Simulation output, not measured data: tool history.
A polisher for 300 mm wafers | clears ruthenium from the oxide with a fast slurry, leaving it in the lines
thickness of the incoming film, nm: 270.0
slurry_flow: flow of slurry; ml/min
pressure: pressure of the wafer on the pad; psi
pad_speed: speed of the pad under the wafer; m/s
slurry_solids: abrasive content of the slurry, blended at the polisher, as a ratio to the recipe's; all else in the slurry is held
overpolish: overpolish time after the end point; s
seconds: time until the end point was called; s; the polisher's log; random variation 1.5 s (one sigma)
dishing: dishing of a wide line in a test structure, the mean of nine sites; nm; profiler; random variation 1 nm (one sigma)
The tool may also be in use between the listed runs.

run  hour  slurry_flow  pressure  pad_speed  slurry_solids  overpolish  seconds  dishing
  1     0          290         3       1.02              1          21   74.924   62.876
  2   5.5          290         3       1.02              1          20   77.847   58.531
  3  11.8          290         3        0.8              1          20   89.103   51.504
  4  17.1          290         3        0.8              1          19   91.173   48.844
  5  21.9          290       2.3        0.8              1          19   113.71   38.512
  6    25          290       2.4        0.8              1          18   109.64   37.912
  7  32.6          290       2.5        0.8              1          17      107   36.348

Forecast run 8:
  8  34.8          290       2.6        0.8              1          17        ?        ?

{"run 8": {"seconds": 104.6, "dishing": 36.974}}
